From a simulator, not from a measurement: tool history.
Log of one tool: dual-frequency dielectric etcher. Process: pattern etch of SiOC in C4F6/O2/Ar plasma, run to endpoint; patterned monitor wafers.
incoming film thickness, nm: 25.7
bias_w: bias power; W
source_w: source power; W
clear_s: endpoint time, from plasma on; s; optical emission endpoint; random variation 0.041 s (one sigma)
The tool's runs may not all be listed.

Run 1, hour 0.0: bias_w 466 W, source_w 380 W. Result: clear_s 8.2711 s.
Run 2, hour 3.8: bias_w 466 W, source_w 420 W. Result: clear_s 7.9993 s.
Run 3, hour 4.7: bias_w 403 W, source_w 420 W. Result: clear_s 8.6603 s.
Run 4, hour 10.5: bias_w 388 W, source_w 420 W. Result: clear_s 8.9511 s.
Run 5, hour 19.0: bias_w 451 W, source_w 420 W. Result: clear_s 8.1990 s.
Run 6, hour 23.5: bias_w 426 W, source_w 420 W. Result: clear_s 8.5038 s.
Run 7, hour 26.5: bias_w 408 W, source_w 420 W. Result: clear_s 8.6096 s.
Run 8, hour 31.7: bias_w 392 W, source_w 420 W. Result: clear_s 8.8677 s.
Run 9, hour 38.4: bias_w 382 W, source_w 420 W. Result: clear_s 9.0993 s.
Run 10, hour 40.5: bias_w 349 W, source_w 420 W. Result: clear_s 9.6480 s.
Run 11, hour 43.2: bias_w 353 W, source_w 420 W. Result: clear_s 9.5614 s.
Run 12, hour 46.3: bias_w 378 W, source_w 420 W. Result: clear_s 9.1164 s.
Run 13, hour 47.7: bias_w 378 W, source_w 420 W. Result: clear_s 9.0327 s.
Run 14, hour 49.2: bias_w 327 W, source_w 410 W. Result: clear_s 10.1920 s.
Run 15, hour 56.3: bias_w 338 W, source_w 410 W. Result: clear_s 9.8856 s.

The next listed run, before its measurement:
Run 16, hour 59.9: bias_w 345 W, source_w 410 W. Result: clear_s ?.

clear_s: 9.8135 s
